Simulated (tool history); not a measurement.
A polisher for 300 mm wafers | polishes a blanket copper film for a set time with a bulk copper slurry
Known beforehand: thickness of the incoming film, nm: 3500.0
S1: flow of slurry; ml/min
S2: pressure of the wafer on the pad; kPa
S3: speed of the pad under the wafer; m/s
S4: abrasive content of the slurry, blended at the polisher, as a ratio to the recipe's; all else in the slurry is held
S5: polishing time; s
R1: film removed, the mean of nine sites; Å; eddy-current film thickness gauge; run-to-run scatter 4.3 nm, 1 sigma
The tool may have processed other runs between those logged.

run,hour,S1,S2,S3,S4,S5,R1
1,0,155,15.9,1.08,1,45,4132.9
2,4.9,165,17.2,1.08,1,45,4434.9
3,7.4,165,17.2,1.08,0.8,45,4089.4
4,9.8,165,18.6,1.1,0.8,45,4403.6
5,16.7,165,15.9,1.1,0.8,45,3913
6,23,165,15.9,1.1,0.8,40,3506.7
7,26.5,170,17.2,1.14,0.8,40,3825.2
8,32.2,170,18.6,1.2,0.8,40,4167.1
9,33.5,170,20,1.3,0.8,40,4632.4
10,41.9,170,20.7,1.38,0.8,40,4959.6
11,46.1,170,21.4,1.44,0.8,40,5184.6

What will run 12 give?
12,51.2,175,22.1,1.48,0.8,40,?

Run 12 yielded R1 5453.7 Å.
